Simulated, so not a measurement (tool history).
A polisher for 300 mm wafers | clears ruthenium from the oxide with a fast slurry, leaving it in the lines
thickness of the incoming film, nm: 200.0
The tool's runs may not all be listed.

| run | day | flow of slurry (ml/min) | pressure of the wafer on the pad (kPa) | speed of the pad under the wafer (cm/s) | abrasive content of the slurry | overpolish time after the end point (s) | time until the end point was called (s) | dishing of a wide line in a test structure (Å) |
|---|---|---|---|---|---|---|---|---|
| 1 | 0.000 | 185 | 22.8 | 122 | 1.00 | 27 | 35.983 | 1002.60 |
| 2 | 0.183 | 185 | 21.4 | 118 | 1.00 | 29 | 39.859 | 1012.60 |
| 3 | 0.238 | 185 | 21.4 | 118 | 1.10 | 29 | 37.962 | 1043.90 |
| 4 | 0.421 | 185 | 21.4 | 128 | 1.10 | 29 | 35.011 | 1107.60 |
| 5 | 0.596 | 185 | 19.3 | 128 | 1.10 | 29 | 37.182 | 1045.30 |
| 6 | 0.842 | 185 | 19.3 | 128 | 1.10 | 18 | 37.488 | 721.34 |
| 7 | 0.867 | 185 | 17.9 | 122 | 1.10 | 21 | 41.127 | 753.24 |
| 8 | 0.954 | 185 | 16.5 | 116 | 1.10 | 23 | 45.934 | 750.84 |
| 9 | 1.008 | 170 | 10.3 | 82 | 1.15 | 36 | 85.491 | 648.46 |
| 10 | 1.175 | 170 | 10.3 | 82 | 1.15 | 37 | 86.108 | 661.07 |
| 11 | 1.321 | 170 | 10.3 | 82 | 1.15 | 38 | 86.302 | 667.98 |
| 12 | 1.388 | 170 | 10.3 | 82 | 1.15 | 39 | 87.075 | 688.73 |
| 13 | 1.504 | 170 | 10.3 | 82 | 1.15 | 40 | 87.157 | 706.51 |
| 14 | 1.838 | 175 | 10.3 | 82 | 1.15 | 41 | 86.002 | 727.61 |

The next listed run, before its measurement:
| 15 | 2.146 | 180 | 10.3 | 82 | 1.15 | 42 | ? | ? |

{"run 15": {"time until the end point was called (s)": 84.067, "dishing of a wide line in a test structure (Å)": 738.93}}
